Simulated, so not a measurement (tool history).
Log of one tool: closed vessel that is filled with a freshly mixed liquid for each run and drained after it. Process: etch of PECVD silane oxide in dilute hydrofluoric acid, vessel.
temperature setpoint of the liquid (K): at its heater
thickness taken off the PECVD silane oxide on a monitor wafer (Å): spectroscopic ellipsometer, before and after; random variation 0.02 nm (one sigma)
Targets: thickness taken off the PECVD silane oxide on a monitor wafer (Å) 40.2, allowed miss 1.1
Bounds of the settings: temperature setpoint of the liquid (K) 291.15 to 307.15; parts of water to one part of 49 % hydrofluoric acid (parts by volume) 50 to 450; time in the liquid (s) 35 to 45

run,day,temperature setpoint of the liquid (K),parts of water to one part of 49 % hydrofluoric acid (parts by volume),time in the liquid (s),thickness taken off the PECVD silane oxide on a monitor wafer (Å)
1,0,299.15,250,45,52.717
2,0.371,302.65,250,45,59.654
3,0.558,306.15,250,45,66.59
4,0.883,304.15,250,45,63.076
5,1.2,302.65,250,45,60.038
6,1.362,302.65,295,45,48.23
7,1.583,302.15,295,45,47.695
8,1.854,301.65,295,45,46.662
9,2.1,301.15,295,45,46.05
10,2.471,300.65,295,45,44.728
11,2.829,300.15,295,45,44.29

5 next moves are on the table. One of them brings every result within its allowed miss. Which?
A,3.188,298.15,260,45,?
B,3.188,299.15,260,45,?
C,3.188,294.15,260,45,?
D,3.188,300.15,290,45,?
E,3.188,297.15,295,45,?

move,thickness taken off the PECVD silane oxide on a monitor wafer (Å)
A,49.106
B,50.852
C,42.518
D,45.715
E,40.348
A: further off than the last run
B: further off than the last run
C: nearer than the last run, and not there yet
D: further off than the last run
E: meets every target
Answer: E
